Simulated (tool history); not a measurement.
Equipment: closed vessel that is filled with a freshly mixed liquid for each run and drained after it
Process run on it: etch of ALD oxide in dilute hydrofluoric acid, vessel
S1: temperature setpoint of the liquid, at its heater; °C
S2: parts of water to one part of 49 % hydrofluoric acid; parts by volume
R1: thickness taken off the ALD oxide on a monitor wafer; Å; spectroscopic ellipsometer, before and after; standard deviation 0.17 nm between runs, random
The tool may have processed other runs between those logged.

Run 1, hour 0.0: S1 25.0 °C, S2 65 parts by volume, time in the liquid (s) 90. Result: R1 216.78 Å.
Run 2, hour 4.4: S1 22.5 °C, S2 65 parts by volume, time in the liquid (s) 90. Result: R1 196.55 Å.
Run 3, hour 10.8: S1 22.5 °C, S2 65 parts by volume, time in the liquid (s) 95. Result: R1 209.35 Å.
Run 4, hour 19.3: S1 22.5 °C, S2 80 parts by volume, time in the liquid (s) 95. Result: R1 165.74 Å.
Run 5, hour 27.3: S1 23.0 °C, S2 80 parts by volume, time in the liquid (s) 95. Result: R1 167.34 Å.
Run 6, hour 36.1: S1 23.0 °C, S2 80 parts by volume, time in the liquid (s) 95. Result: R1 168.23 Å.
Run 7, hour 38.3: S1 23.5 °C, S2 80 parts by volume, time in the liquid (s) 95. Result: R1 171.31 Å.
Run 8, hour 42.1: S1 24.0 °C, S2 80 parts by volume, time in the liquid (s) 95. Result: R1 177.00 Å.

Predict the results of run 9:
Run 9, hour 48.5: S1 24.5 °C, S2 80 parts by volume, time in the liquid (s) 95. Result: R1 ?.

R1: 177.83 Å

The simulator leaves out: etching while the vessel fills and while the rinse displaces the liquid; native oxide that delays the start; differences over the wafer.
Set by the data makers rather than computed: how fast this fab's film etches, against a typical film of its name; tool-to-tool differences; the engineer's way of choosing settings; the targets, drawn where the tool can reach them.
